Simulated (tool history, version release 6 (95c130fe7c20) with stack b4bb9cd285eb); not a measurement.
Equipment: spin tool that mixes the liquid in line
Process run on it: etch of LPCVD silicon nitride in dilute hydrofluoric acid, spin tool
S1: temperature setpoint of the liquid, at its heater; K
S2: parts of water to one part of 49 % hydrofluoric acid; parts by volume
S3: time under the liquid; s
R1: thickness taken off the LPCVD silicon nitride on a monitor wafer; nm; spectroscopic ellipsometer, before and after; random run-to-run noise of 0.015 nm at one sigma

Run 1, day 0.000: S1 294.15 K, S2 55 parts by volume, S3 45 s. Result: R1 0.35783 nm.
Run 2, day 0.050: S1 296.15 K, S2 50 parts by volume, S3 45 s. Result: R1 0.44351 nm.
Run 3, day 0.083: S1 296.15 K, S2 50 parts by volume, S3 25 s. Result: R1 0.25225 nm.
Run 4, day 0.446: S1 294.65 K, S2 40 parts by volume, S3 30 s. Result: R1 0.33343 nm.
Run 5, day 0.629: S1 296.65 K, S2 35 parts by volume, S3 35 s. Result: R1 0.51872 nm.
Run 6, day 0.921: S1 298.15 K, S2 35 parts by volume, S3 35 s. Result: R1 0.57406 nm.
Run 7, day 1.258: S1 299.15 K, S2 35 parts by volume, S3 35 s. Result: R1 0.62001 nm.
Run 8, day 1.362: S1 299.65 K, S2 35 parts by volume, S3 35 s. Result: R1 0.62599 nm.
Run 9, day 1.700: S1 302.15 K, S2 20 parts by volume, S3 40 s. Result: R1 1.44620 nm.

Estimate the outcome of run 10 from the log above:
Run 10, day 1.908: S1 301.15 K, S2 20 parts by volume, S3 40 s. Result: R1 ?.

Run 10 yielded R1 1.40850 nm.
